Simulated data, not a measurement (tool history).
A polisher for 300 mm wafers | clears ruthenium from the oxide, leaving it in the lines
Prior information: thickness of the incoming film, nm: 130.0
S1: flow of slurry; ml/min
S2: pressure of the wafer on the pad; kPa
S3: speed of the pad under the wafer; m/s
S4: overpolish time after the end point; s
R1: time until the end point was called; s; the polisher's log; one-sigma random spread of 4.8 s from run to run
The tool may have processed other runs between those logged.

| run | hour | S1 | S2 | S3 | S4 | R1 |
|---|---|---|---|---|---|---|
| 1 | 0 | 200 | 9 | 1.24 | 9 | 150.4 |
| 2 | 7.2 | 200 | 11 | 1.24 | 9 | 122.48 |
| 3 | 11 | 200 | 9 | 1.24 | 9 | 152.44 |
| 4 | 14.4 | 195 | 7.6 | 1.12 | 9 | 195.15 |
| 5 | 20.6 | 195 | 6.2 | 1.04 | 9 | 256.07 |
| 6 | 29.2 | 215 | 6.2 | 1.04 | 9 | 244.93 |

Estimate the outcome of run 7 from the log above:
| 7 | 32.2 | 215 | 6.2 | 1.04 | 9 | ? |

Logged for run 7: R1 249.46 s.
